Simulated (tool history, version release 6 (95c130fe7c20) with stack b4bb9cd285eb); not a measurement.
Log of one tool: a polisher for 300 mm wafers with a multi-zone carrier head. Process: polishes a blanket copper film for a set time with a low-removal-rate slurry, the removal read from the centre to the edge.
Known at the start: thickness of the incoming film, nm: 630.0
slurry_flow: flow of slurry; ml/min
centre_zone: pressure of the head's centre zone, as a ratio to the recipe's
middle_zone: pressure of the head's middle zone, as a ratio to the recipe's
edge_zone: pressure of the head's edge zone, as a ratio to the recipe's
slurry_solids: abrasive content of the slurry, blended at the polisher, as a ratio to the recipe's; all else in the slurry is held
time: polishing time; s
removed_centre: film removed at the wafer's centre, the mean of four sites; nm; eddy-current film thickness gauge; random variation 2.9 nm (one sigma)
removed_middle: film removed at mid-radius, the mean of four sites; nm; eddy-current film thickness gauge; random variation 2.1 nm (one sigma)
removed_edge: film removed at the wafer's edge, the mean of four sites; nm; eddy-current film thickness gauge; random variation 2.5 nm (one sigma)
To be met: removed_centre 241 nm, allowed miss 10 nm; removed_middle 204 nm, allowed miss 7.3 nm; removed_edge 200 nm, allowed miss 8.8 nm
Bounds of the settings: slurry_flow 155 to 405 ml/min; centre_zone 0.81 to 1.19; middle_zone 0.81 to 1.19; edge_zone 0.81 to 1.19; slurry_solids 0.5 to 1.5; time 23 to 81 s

| run | hour | slurry_flow | centre_zone | middle_zone | edge_zone | slurry_solids | time | removed_centre | removed_middle | removed_edge |
|---|---|---|---|---|---|---|---|---|---|---|
| 1 | 0 | 260 | 1 | 1 | 1 | 1 | 52 | 179.47 | 166.51 | 166.71 |
| 2 | 3 | 265 | 1.03 | 1.02 | 1.02 | 1.1 | 52 | 184 | 168.55 | 173.73 |
| 3 | 9.8 | 265 | 1.03 | 0.98 | 1.02 | 1.1 | 52 | 183.05 | 164.64 | 169.51 |
| 4 | 12.8 | 270 | 1.06 | 1.01 | 1.01 | 1.15 | 53 | 200.49 | 178.34 | 177.87 |
| 5 | 21.7 | 270 | 1.02 | 1.01 | 1.01 | 1.15 | 53 | 194.49 | 177.98 | 176.88 |
| 6 | 27.3 | 280 | 1.05 | 1.03 | 1.02 | 1.2 | 53 | 195.17 | 181.9 | 184.25 |
|  | 33 | centre zone pressure recalibrated |
| 7 | 33 | 280 | 1.08 | 1.03 | 1.01 | 1.25 | 53 | 195.26 | 184.2 | 179.75 |
| 8 | 41.1 | 280 | 1.1 | 1.01 | 1 | 1.25 | 55 | 205.52 | 191.74 | 184.95 |
| 9 | 49.3 | 275 | 1.12 | 0.98 | 1 | 1.25 | 57 | 213.01 | 190.61 | 189.51 |
| 10 | 55 | 280 | 1.14 | 0.97 | 0.99 | 1.25 | 58 | 221.75 | 195.44 | 194.42 |

Which of these 4 next moves meets every target?
| A | 60.7 | 325 | 1.11 | 0.92 | 1.02 | 1.3 | 62 | ? | ? | ? |
| B | 60.7 | 255 | 1.19 | 0.96 | 0.94 | 1.05 | 65 | ? | ? | ? |
| C | 60.7 | 210 | 1.19 | 0.84 | 0.9 | 0.9 | 75 | ? | ? | ? |
| D | 60.7 | 295 | 1.15 | 1.19 | 0.81 | 1.35 | 56 | ? | ? | ? |

| move | removed_centre | removed_middle | removed_edge |
|---|---|---|---|
| A | 233.2 | 206.28 | 216.63 |
| B | 234.3 | 204.72 | 202.29 |
| C | 251.99 | 203.02 | 215.56 |
| D | 215.46 | 221.52 | 175.97 |
A: brings the result that was furthest off to its target, and leaves another outside
B: meets every target
C: takes the result that was furthest off past its target
D: further off than the last run
Move B is the one to make.
